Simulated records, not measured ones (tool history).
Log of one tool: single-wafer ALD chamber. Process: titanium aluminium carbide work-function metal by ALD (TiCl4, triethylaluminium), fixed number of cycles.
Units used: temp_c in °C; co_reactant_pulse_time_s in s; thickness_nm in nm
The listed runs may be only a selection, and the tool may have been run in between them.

{"run": 1, "hour": 0.0, "temp_c": 290, "co_reactant_pulse_time_s": 12.85, "thickness_nm": 1.958}
{"run": 2, "hour": 4.4, "temp_c": 290, "co_reactant_pulse_time_s": 16.17, "thickness_nm": 1.963}
{"run": 3, "hour": 12.8, "temp_c": 286, "co_reactant_pulse_time_s": 16.02, "thickness_nm": 1.9386}
{"run": 4, "hour": 20.1, "temp_c": 282, "co_reactant_pulse_time_s": 14.82, "thickness_nm": 1.9062}
{"run": 5, "hour": 27.4, "temp_c": 282, "co_reactant_pulse_time_s": 13.43, "thickness_nm": 1.9061}
{"run": 6, "hour": 35.0, "temp_c": 279, "co_reactant_pulse_time_s": 11.76, "thickness_nm": 1.8642}
{"run": 7, "hour": 35.7, "temp_c": 277, "co_reactant_pulse_time_s": 11.58, "thickness_nm": 1.8542}

Predict the results of run 8:
{"run": 8, "hour": 41.0, "temp_c": 275, "co_reactant_pulse_time_s": 11.31, "thickness_nm": "?"}

{"run 8": {"thickness_nm": 1.8314}}

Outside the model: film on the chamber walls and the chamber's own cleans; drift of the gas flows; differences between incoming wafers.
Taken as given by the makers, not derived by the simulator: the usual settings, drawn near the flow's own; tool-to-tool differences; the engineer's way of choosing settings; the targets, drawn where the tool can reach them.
